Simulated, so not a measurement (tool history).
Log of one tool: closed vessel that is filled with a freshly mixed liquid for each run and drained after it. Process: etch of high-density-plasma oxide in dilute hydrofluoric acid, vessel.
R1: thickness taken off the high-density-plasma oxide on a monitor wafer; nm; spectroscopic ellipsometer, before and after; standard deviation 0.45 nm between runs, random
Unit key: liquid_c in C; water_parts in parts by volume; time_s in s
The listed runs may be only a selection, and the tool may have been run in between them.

Run 1, hour 0.0: liquid_c 25.0 C, water_parts 255 parts by volume, time_s 3060 s. Result: R1 52.361 nm.
Run 2, hour 5.3: liquid_c 25.0 C, water_parts 255 parts by volume, time_s 3270 s. Result: R1 56.957 nm.
Run 3, hour 8.6: liquid_c 22.5 C, water_parts 255 parts by volume, time_s 3270 s. Result: R1 51.749 nm.
Run 4, hour 10.2: liquid_c 23.0 C, water_parts 255 parts by volume, time_s 3270 s. Result: R1 52.895 nm.
Run 5, hour 16.2: liquid_c 23.5 C, water_parts 255 parts by volume, time_s 3270 s. Result: R1 54.379 nm.
Run 6, hour 22.0: liquid_c 23.5 C, water_parts 255 parts by volume, time_s 3060 s. Result: R1 50.179 nm.
Run 7, hour 30.3: liquid_c 24.5 C, water_parts 255 parts by volume, time_s 3060 s. Result: R1 52.278 nm.
Run 8, hour 38.8: liquid_c 25.0 C, water_parts 255 parts by volume, time_s 3060 s. Result: R1 53.011 nm.
Run 9, hour 41.7: liquid_c 25.5 C, water_parts 255 parts by volume, time_s 3060 s. Result: R1 54.492 nm.

Expected results for the next run?
Run 10, hour 49.4: liquid_c 25.5 C, water_parts 255 parts by volume, time_s 3060 s. Result: R1 ?.

Run 10 gave R1 53.403 nm.
